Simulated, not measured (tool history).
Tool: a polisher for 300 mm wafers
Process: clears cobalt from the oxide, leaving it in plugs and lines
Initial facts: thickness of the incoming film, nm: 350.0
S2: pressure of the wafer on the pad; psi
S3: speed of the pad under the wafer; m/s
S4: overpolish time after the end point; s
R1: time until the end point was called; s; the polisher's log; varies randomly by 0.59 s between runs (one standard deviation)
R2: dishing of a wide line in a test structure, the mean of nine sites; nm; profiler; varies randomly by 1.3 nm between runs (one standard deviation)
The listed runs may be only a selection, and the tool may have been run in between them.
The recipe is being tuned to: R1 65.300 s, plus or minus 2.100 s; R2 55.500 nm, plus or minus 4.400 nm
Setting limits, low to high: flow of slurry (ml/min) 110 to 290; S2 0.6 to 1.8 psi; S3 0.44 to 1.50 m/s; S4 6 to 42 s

{"run": 1, "hour": 0.0, "flow of slurry (ml/min)": 185, "S2": 1.2, "S3": 0.96, "S4": 21, "R1": 114.76, "R2": 40.72}
{"run": 2, "hour": 2.5, "flow of slurry (ml/min)": 190, "S2": 1.4, "S3": 0.98, "S4": 21, "R1": 96.705, "R2": 44.255}
{"run": 3, "hour": 4.0, "flow of slurry (ml/min)": 190, "S2": 1.4, "S3": 0.84, "S4": 21, "R1": 108.01, "R2": 41.914}
{"run": 4, "hour": 6.5, "flow of slurry (ml/min)": 190, "S2": 1.2, "S3": 0.84, "S4": 21, "R1": 123.08, "R2": 38.803}
{"run": 5, "hour": 10.3, "flow of slurry (ml/min)": 190, "S2": 1.2, "S3": 0.84, "S4": 15, "R1": 123.57, "R2": 31.376}
{"run": 6, "hour": 13.9, "flow of slurry (ml/min)": 230, "S2": 1.2, "S3": 0.84, "S4": 15, "R1": 119.76, "R2": 31.296}
{"run": 7, "hour": 21.0, "flow of slurry (ml/min)": 235, "S2": 1.4, "S3": 0.9, "S4": 17, "R1": 99.693, "R2": 39.501}
{"hour": 26.4, "done": "head pressure recalibrated"}
{"run": 8, "hour": 26.4, "flow of slurry (ml/min)": 240, "S2": 1.5, "S3": 0.94, "S4": 17, "R1": 80.129, "R2": 42.601}
{"run": 9, "hour": 32.0, "flow of slurry (ml/min)": 250, "S2": 1.6, "S3": 0.94, "S4": 18, "R1": 75.431, "R2": 46.425}

Below are 4 possible settings for the next run. Only one of them brings all results inside the allowed miss of their targets. Which is it?
{"run": "A", "hour": 37.6, "flow of slurry (ml/min)": 275, "S2": 1.8, "S3": 1.04, "S4": 15, "R1": "?", "R2": "?"}
{"run": "B", "hour": 37.6, "flow of slurry (ml/min)": 250, "S2": 1.5, "S3": 1.12, "S4": 19, "R1": "?", "R2": "?"}
{"run": "C", "hour": 37.6, "flow of slurry (ml/min)": 255, "S2": 1.8, "S3": 1.0, "S4": 32, "R1": "?", "R2": "?"}
{"run": "D", "hour": 37.6, "flow of slurry (ml/min)": 215, "S2": 1.8, "S3": 1.0, "S4": 13, "R1": "?", "R2": "?"}

move=A R1=62.112 R2=43.534
move=B R1=71.574 R2=45.322
move=C R1=64.128 R2=53.451
move=D R1=65.445 R2=39.745
A: the result that was furthest off in the last run now lies on the other side of its target
B: closes in on the targets versus the last run, not all within tolerance yet
C: all results land within tolerance of their targets
D: gets the furthest-off result to its target, but another result is out of tolerance
Go with C: it meets all targets.

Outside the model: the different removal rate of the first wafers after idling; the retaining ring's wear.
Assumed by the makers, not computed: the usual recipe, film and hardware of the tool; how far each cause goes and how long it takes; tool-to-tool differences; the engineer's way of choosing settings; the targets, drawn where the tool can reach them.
